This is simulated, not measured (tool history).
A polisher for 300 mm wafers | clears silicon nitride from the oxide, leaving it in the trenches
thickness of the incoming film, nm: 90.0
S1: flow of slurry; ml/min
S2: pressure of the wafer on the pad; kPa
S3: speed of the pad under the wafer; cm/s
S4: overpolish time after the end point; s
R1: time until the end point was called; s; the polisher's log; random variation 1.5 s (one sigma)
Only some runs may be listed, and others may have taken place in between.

run,hour,S1,S2,S3,S4,R1
1,0.0,210,14.5,94,12,120.92
2,5.8,210,14.5,94,9,125.98
3,12.4,210,15.2,94,9,118.29
4,19.7,210,15.2,94,9,116.86
5,26.9,210,15.2,84,9,129.30
6,30.1,210,15.9,84,9,120.57
7,33.5,210,16.5,84,9,115.96
8,34.2,210,17.2,84,9,108.14

What will run 9 give?
9,42.1,210,18.6,84,9,?

{"run 9": {"R1": 103.1}}

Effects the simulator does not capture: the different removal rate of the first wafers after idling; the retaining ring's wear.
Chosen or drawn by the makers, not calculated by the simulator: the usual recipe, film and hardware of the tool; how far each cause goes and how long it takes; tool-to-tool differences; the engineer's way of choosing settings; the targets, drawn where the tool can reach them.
